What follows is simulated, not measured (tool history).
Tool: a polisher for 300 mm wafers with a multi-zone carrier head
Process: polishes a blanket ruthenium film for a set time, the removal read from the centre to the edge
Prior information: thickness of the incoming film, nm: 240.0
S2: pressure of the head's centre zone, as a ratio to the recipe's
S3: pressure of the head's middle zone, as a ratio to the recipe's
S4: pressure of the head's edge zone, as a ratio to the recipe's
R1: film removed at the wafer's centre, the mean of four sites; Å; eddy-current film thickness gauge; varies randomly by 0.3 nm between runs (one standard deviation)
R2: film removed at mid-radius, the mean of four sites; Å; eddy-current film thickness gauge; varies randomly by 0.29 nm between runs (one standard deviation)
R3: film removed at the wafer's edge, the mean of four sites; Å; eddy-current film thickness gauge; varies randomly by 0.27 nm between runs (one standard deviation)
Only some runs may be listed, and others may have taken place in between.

run 1 hour=0.0 | flow_of_slurry_(ml/min)=160 S2=1.00 S3=1.00 S4=1.00 polishing_time_(s)=37 | R1=289.36 R2=287.31 R3=298.24
run 2 hour=3.7 | flow_of_slurry_(ml/min)=160 S2=1.00 S3=1.07 S4=1.00 polishing_time_(s)=37 | R1=286.81 R2=304.49 R3=298.37
run 3 hour=10.8 | flow_of_slurry_(ml/min)=160 S2=1.00 S3=1.12 S4=1.00 polishing_time_(s)=37 | R1=286.03 R2=314.92 R3=300.79
run 4 hour=17.9 | flow_of_slurry_(ml/min)=175 S2=1.00 S3=1.12 S4=1.00 polishing_time_(s)=37 | R1=289.77 R2=320.26 R3=301.15
run 5 hour=21.5 | flow_of_slurry_(ml/min)=180 S2=1.01 S3=1.11 S4=1.03 polishing_time_(s)=37 | R1=298.08 R2=317.77 R3=305.49
run 6 hour=29.3 | flow_of_slurry_(ml/min)=180 S2=1.01 S3=1.11 S4=1.03 polishing_time_(s)=32 | R1=260.28 R2=275.06 R3=266.04

Expected results for the next run?
run 7 hour=31.2 | flow_of_slurry_(ml/min)=180 S2=1.02 S3=1.10 S4=1.05 polishing_time_(s)=33 | R1=? R2=? R3=?

Run 7 yielded R1 269.81 Å, R2 286.03 Å, R3 277.33 Å.
